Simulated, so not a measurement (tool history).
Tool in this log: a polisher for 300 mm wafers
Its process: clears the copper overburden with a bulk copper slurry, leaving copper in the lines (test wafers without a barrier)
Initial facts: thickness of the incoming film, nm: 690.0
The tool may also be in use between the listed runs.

run  hour  flow of slurry (ml/min)  pressure of the wafer on the pad (psi)  speed of the pad under the wafer (cm/s)  abrasive content of the slurry  overpolish time after the end point (s)  time until the end point was called (s)  dishing of a wide line in a test structure (nm)
  1   0.0                      165                                     2.8                                      122                            1.00                                       20                                   80.259                                           99.279
  2   1.9                      165                                     2.4                                      128                            1.00                                       16                                   87.032                                           84.491
  3   9.2                      185                                     2.2                                      120                            1.15                                       13                                   92.612                                           69.418
  4  13.3                      185                                     2.2                                      120                            1.30                                       13                                   88.436                                           69.475
  5  19.7                      185                                     2.2                                      120                            1.30                                       10                                   92.377                                           54.601
  6  27.7                      160                                     2.4                                      114                            1.35                                        9                                   90.449                                           51.698
  7  35.6                      145                                     2.6                                      106                            1.40                                        8                                   90.378                                           46.796
  8  42.4                      130                                     2.7                                      100                            1.45                                        7                                   98.227                                           40.445
  9  47.1                      120                                     2.8                                       96                            1.45                                        7                                   95.193                                           39.986

What does the tool deliver on the next run?
 10  52.0                      115                                     2.9                                       92                            1.45                                        7                                        ?                                                ?

time until the end point was called (s): 100.030
dishing of a wide line in a test structure (nm): 38.078
